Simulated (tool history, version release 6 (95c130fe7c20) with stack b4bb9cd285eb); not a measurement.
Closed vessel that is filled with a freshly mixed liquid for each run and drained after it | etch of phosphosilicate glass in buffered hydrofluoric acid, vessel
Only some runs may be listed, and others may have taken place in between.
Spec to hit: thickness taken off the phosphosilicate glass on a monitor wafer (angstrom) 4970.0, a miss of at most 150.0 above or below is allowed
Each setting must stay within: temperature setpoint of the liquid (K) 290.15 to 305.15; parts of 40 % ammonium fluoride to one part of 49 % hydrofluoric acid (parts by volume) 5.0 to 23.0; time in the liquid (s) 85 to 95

run	day	temperature setpoint of the liquid (K)	parts of 40 % ammonium fluoride to one part of 49 % hydrofluoric acid (parts by volume)	time in the liquid (s)	thickness taken off the phosphosilicate glass on a monitor wafer (angstrom)
1	0.000	297.15	14.0	85	2046.3
2	0.058	294.65	14.0	85	1826.3
3	0.296	296.65	12.5	85	2209.9
4	0.425	296.65	12.5	85	2224.3
5	0.621	298.65	11.0	85	2825.7
6	0.788	300.15	11.0	85	3010.2
7	0.988	304.15	6.5	85	6131.6
8	1.067	303.65	6.5	85	6062.7
9	1.271	303.15	6.5	85	5933.7
10	1.554	302.65	6.5	85	5684.7

Consider the 4 candidate settings below. Which is the only one whose results all fall within their allowed miss of target?
A	1.838	303.65	6.5	95	?
B	1.838	302.15	6.5	85	?
C	1.838	299.65	5.0	95	?
D	1.838	301.15	7.0	85	?

move	thickness taken off the phosphosilicate glass on a monitor wafer (angstrom)
A	6762.5
B	5593.2
C	6843.4
D	4975.1
A: misses by more than the last run did
B: an improvement on the last run, though not all results are within tolerance
C: misses by more than the last run did
D: every result within its allowed miss
The move that meets every target is D.
